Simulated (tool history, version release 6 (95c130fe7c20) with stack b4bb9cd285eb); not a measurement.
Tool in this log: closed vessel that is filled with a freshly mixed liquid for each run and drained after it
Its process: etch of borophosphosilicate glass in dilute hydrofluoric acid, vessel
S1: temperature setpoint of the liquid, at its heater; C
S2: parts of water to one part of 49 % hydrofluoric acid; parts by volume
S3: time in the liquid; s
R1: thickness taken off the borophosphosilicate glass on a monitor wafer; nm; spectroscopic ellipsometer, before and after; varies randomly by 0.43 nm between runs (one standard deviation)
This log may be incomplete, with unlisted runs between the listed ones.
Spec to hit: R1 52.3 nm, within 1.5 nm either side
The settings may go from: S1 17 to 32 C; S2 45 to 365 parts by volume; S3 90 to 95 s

Run 1, hour 0: S1 24 C, S2 205 parts by volume, S3 90 s. Result: R1 17.52 nm.
Run 2, hour 8.1: S1 24 C, S2 205 parts by volume, S3 95 s. Result: R1 18.696 nm.
Run 3, hour 13: S1 26.5 C, S2 165 parts by volume, S3 95 s. Result: R1 26.072 nm.
Run 4, hour 15.4: S1 28 C, S2 140 parts by volume, S3 95 s. Result: R1 33.964 nm.
Run 5, hour 22: S1 29 C, S2 125 parts by volume, S3 95 s. Result: R1 40.032 nm.
Run 6, hour 22.7: S1 30 C, S2 120 parts by volume, S3 95 s. Result: R1 43.533 nm.
Run 7, hour 25.7: S1 30.5 C, S2 115 parts by volume, S3 95 s. Result: R1 47.008 nm.
Run 8, hour 34: S1 31 C, S2 115 parts by volume, S3 95 s. Result: R1 47.818 nm.
Run 9, hour 41.7: S1 31.5 C, S2 115 parts by volume, S3 95 s. Result: R1 48.75 nm.

Which of these 5 next moves meets every target?
Run A, hour 49.4: S1 27.5 C, S2 100 parts by volume, S3 95 s. Result: R1 ?.
Run B, hour 49.4: S1 29.5 C, S2 115 parts by volume, S3 95 s. Result: R1 ?.
Run C, hour 49.4: S1 31.5 C, S2 115 parts by volume, S3 90 s. Result: R1 ?.
Run D, hour 49.4: S1 32 C, S2 105 parts by volume, S3 90 s. Result: R1 ?.
Run E, hour 49.4: S1 30.5 C, S2 120 parts by volume, S3 90 s. Result: R1 ?.

move      R1
   A  49.831
   B  45.706
   C  46.582
   D  52.762
   E  42.729
A: better than the last run, though not everything is in spec
B: moves away from the targets compared with the last run
C: moves away from the targets compared with the last run
D: meets every target
E: moves away from the targets compared with the last run
Go with D: it meets all targets.

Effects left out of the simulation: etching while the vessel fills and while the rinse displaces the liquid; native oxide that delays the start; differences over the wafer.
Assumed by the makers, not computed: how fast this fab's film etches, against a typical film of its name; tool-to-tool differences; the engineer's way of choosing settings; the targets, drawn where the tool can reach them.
